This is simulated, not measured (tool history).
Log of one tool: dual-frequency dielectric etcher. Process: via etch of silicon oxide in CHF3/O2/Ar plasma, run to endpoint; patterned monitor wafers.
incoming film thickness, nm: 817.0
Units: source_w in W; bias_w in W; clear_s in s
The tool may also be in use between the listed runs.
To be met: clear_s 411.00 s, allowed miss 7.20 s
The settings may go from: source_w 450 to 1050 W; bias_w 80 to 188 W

run  hour  source_w  bias_w  clear_s
  1   0.0       750     134   445.48
  2   6.9       830     134   428.04
  3   8.1       750     134   445.70
  4  15.6       840     134   428.22
  5  20.3       780     134   441.03
  6  27.8       790     134   436.71
  7  34.9       800     134   433.74
  8  39.7       810     134   431.67
  9  44.3       820     134   434.87
 10  45.0       830     135   429.43

Which of these 5 next moves meets every target?
  A  45.7       900     166        ?
  B  45.7       840     113        ?
  C  45.7       840     103        ?
  D  45.7       760     131        ?
  E  45.7       860     149        ?

move  clear_s
   A   394.84
   B   445.73
   C   455.38
   D   444.91
   E   412.74
A: takes the result that was furthest off past its target
B: further off than the last run
C: further off than the last run
D: further off than the last run
E: meets every target
The right move is E.

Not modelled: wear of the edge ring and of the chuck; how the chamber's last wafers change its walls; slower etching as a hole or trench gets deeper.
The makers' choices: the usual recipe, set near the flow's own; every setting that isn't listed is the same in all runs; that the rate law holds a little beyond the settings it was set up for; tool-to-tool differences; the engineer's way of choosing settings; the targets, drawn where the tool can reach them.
